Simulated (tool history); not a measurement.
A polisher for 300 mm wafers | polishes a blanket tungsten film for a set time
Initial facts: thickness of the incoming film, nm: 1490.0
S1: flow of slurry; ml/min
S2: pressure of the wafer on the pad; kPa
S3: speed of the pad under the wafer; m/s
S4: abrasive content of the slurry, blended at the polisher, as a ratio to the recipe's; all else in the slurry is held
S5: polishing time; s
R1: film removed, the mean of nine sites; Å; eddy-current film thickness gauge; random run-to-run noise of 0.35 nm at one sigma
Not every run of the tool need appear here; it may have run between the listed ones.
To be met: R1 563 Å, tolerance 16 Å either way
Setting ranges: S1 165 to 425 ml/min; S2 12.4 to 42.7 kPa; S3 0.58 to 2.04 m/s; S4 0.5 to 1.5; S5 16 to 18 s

{"run": 1, "hour": 0.0, "S1": 275, "S2": 27.6, "S3": 1.3, "S4": 1, "S5": 18, "R1": 1103.4}
{"run": 2, "hour": 7.4, "S1": 275, "S2": 25.5, "S3": 1.28, "S4": 1, "S5": 18, "R1": 1005.9}
{"run": 3, "hour": 11.2, "S1": 275, "S2": 25.5, "S3": 1.54, "S4": 1, "S5": 18, "R1": 1220.1}
{"run": 4, "hour": 17.7, "S1": 275, "S2": 20, "S3": 1.54, "S4": 1, "S5": 18, "R1": 957.87}
{"run": 5, "hour": 24.2, "S1": 240, "S2": 20, "S3": 1.54, "S4": 1, "S5": 18, "R1": 948.81}
{"run": 6, "hour": 24.8, "S1": 240, "S2": 19.3, "S3": 1.5, "S4": 1, "S5": 18, "R1": 886.14}
{"run": 7, "hour": 29.5, "S1": 235, "S2": 12.4, "S3": 1.22, "S4": 1, "S5": 18, "R1": 481.35}
{"run": 8, "hour": 32.2, "S1": 240, "S2": 13.1, "S3": 1.22, "S4": 1, "S5": 18, "R1": 507.82}
{"run": 9, "hour": 40.3, "S1": 245, "S2": 13.1, "S3": 1.22, "S4": 1, "S5": 18, "R1": 508.09}
{"run": 10, "hour": 42.5, "S1": 250, "S2": 13.1, "S3": 1.22, "S4": 1, "S5": 18, "R1": 507.88}

5 next moves are on the table. One of them brings every result within its allowed miss. Which?
{"run": "A", "hour": 44.7, "S1": 255, "S2": 14.5, "S3": 1.44, "S4": 0.9, "S5": 16, "R1": "?"}
{"run": "B", "hour": 44.7, "S1": 260, "S2": 12.4, "S3": 1.1, "S4": 1, "S5": 17, "R1": "?"}
{"run": "C", "hour": 44.7, "S1": 340, "S2": 12.4, "S3": 1.38, "S4": 0.8, "S5": 18, "R1": "?"}
{"run": "D", "hour": 44.7, "S1": 290, "S2": 15.9, "S3": 1.22, "S4": 0.9, "S5": 18, "R1": "?"}
{"run": "E", "hour": 44.7, "S1": 255, "S2": 12.4, "S3": 1.22, "S4": 1, "S5": 16, "R1": "?"}

move=A R1=569.03
move=B R1=415.96
move=C R1=531.81
move=D R1=601.47
move=E R1=431.73
A: hits every target within its allowed miss
B: the biggest miss grows against the last run
C: better than the last run, though not everything is in spec
D: carries the result that was furthest off beyond its target, to the other side
E: the biggest miss grows against the last run
Correct choice: A, which meets every target
